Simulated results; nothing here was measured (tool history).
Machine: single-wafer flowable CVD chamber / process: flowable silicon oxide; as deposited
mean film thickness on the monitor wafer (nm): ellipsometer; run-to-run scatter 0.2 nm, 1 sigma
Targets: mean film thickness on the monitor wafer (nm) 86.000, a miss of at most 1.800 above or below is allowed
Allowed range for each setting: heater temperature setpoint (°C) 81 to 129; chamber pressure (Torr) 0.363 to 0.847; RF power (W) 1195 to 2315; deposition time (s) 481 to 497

run	hour	heater temperature setpoint (°C)	chamber pressure (Torr)	RF power (W)	deposition time (s)	mean film thickness on the monitor wafer (nm)
1	0.0	105	0.605	1755	481	138.330
2	6.1	98	0.605	1755	481	180.190
3	13.4	98	0.605	1640	481	176.800
4	18.0	105	0.605	1640	481	135.330
5	19.4	94	0.605	1640	481	204.690
# hour 20.5: thermocouple changed; heater temperature recalibrated
6	20.5	97	0.605	1640	481	213.510
7	26.4	109	0.484	1590	481	108.910
8	32.4	110	0.484	1590	481	104.930
9	40.6	117	0.483	1590	481	81.598

Which of these 4 next moves meets every target?
A	48.8	115	0.472	1715	490	?
B	48.8	115	0.492	1640	486	?
C	48.8	116	0.502	1520	497	?
D	48.8	115	0.473	1630	481	?

move	mean film thickness on the monitor wafer (nm)
A	89.921
B	91.297
C	89.382
D	87.020
A: takes the result that was furthest off past its target
B: takes the result that was furthest off past its target
C: takes the result that was furthest off past its target
D: every result within its allowed miss
D is the move that brings every result within its allowed miss.
